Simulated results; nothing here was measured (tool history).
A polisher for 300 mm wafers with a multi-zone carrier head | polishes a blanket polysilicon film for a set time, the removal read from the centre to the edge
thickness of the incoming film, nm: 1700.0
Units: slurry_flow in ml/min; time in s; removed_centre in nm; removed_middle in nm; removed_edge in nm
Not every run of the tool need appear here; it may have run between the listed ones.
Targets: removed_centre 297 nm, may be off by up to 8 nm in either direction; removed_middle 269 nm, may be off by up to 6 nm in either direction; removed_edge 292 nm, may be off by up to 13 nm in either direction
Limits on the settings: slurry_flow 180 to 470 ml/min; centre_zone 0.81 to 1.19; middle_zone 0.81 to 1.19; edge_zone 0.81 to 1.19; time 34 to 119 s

run	day	slurry_flow	centre_zone	middle_zone	edge_zone	time	removed_centre	removed_middle	removed_edge
1	0	300	1	1	1	76	297.75	298.8	310.31
2	0.162	300	1	1	1	67	260.84	261.89	273.81
3	0.517	315	1.02	1	1.01	67	268.07	266.06	272.81
4	0.596	315	1.02	1	1.01	81	324.74	320.57	330.94
5	0.875	315	1.02	1	1.05	81	330.24	319.9	343.89
6	0.946	315	1.02	1	1.05	89	356.26	348.82	374.78
7	1.171	310	1.01	0.97	1.01	87	342.15	333.22	351.92
8	1.225	300	1	0.94	0.99	86	334.89	321.82	350.41
9	1.504	330	1.03	0.9	0.89	71	286.62	255.42	277.11
10	1.812	340	1.03	0.91	0.9	71	291.6	260.54	279.09

Which one of the following 5 next-run settings gets every result inside its allowed miss? There is exactly one.
A	2.121	290	0.93	0.81	0.98	82	?	?	?
B	2.121	275	0.94	0.88	0.86	76	?	?	?
C	2.121	405	1.08	1.05	0.89	64	?	?	?
D	2.121	210	1.03	0.91	0.91	77	?	?	?
E	2.121	365	1.09	0.91	0.89	69	?	?	?

move	removed_centre	removed_middle	removed_edge
A	298.42	268.8	330.95
B	278.16	265.35	287.34
C	279.48	267.38	251.32
D	299.16	268.28	292.07
E	301.29	253.63	269.88
A: puts the biggest miss on target and leaves a different result outside tolerance
B: puts the biggest miss on target and leaves a different result outside tolerance
C: puts the biggest miss on target and leaves a different result outside tolerance
D: hits every target within its allowed miss
E: the biggest miss grows against the last run
Go with D: it meets all targets.

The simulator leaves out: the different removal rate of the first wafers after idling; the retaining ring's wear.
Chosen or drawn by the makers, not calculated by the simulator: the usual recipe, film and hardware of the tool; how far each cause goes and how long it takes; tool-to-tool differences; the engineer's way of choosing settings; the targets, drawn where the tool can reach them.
